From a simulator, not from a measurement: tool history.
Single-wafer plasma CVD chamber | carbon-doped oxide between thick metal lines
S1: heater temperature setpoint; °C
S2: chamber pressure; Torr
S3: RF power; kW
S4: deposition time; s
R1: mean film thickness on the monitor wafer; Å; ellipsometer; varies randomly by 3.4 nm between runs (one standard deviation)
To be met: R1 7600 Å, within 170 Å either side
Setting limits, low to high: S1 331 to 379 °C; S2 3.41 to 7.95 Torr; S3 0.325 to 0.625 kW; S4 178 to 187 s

{"run": 1, "hour": 0.0, "S1": 355, "S2": 5.68, "S3": 0.475, "S4": 187, "R1": 8436.4}
{"run": 2, "hour": 8.8, "S1": 362, "S2": 5.68, "S3": 0.475, "S4": 187, "R1": 8334.7}
{"run": 3, "hour": 16.4, "S1": 362, "S2": 5.6, "S3": 0.47, "S4": 187, "R1": 8253}
{"run": 4, "hour": 22.0, "S1": 362, "S2": 5.52, "S3": 0.465, "S4": 187, "R1": 8108.3}
{"run": 5, "hour": 24.4, "S1": 362, "S2": 5.52, "S3": 0.42, "S4": 187, "R1": 7396.1}
{"run": 6, "hour": 27.3, "S1": 362, "S2": 5.56, "S3": 0.42, "S4": 187, "R1": 7449.5}
{"run": 7, "hour": 35.2, "S1": 362, "S2": 5.59, "S3": 0.42, "S4": 187, "R1": 7455.8}
{"run": 8, "hour": 42.0, "S1": 362, "S2": 5.62, "S3": 0.42, "S4": 187, "R1": 7405.2}
{"run": 9, "hour": 45.4, "S1": 362, "S2": 5.64, "S3": 0.42, "S4": 187, "R1": 7461}
{"run": 10, "hour": 49.9, "S1": 362, "S2": 5.64, "S3": 0.42, "S4": 187, "R1": 7468.1}
{"run": 11, "hour": 56.3, "S1": 362, "S2": 5.67, "S3": 0.42, "S4": 187, "R1": 7432.2}

Pick the move, out of 5, that brings all results within their allowed miss; only one does.
{"run": "A", "hour": 62.7, "S1": 364, "S2": 6.28, "S3": 0.415, "S4": 182, "R1": "?"}
{"run": "B", "hour": 62.7, "S1": 372, "S2": 5.11, "S3": 0.445, "S4": 187, "R1": "?"}
{"run": "C", "hour": 62.7, "S1": 364, "S2": 5.44, "S3": 0.455, "S4": 187, "R1": "?"}
{"run": "D", "hour": 62.7, "S1": 355, "S2": 6.17, "S3": 0.4, "S4": 185, "R1": "?"}
{"run": "E", "hour": 62.7, "S1": 353, "S2": 5.97, "S3": 0.405, "S4": 184, "R1": "?"}

move=A R1=7151.2
move=B R1=7565.4
move=C R1=7916.2
move=D R1=7120.3
move=E R1=7180.7
A: further off than the last run
B: all results land within tolerance of their targets
C: moves the result that the last run missed by most past its target, out the other side
D: further off than the last run
E: further off than the last run
B meets every target.
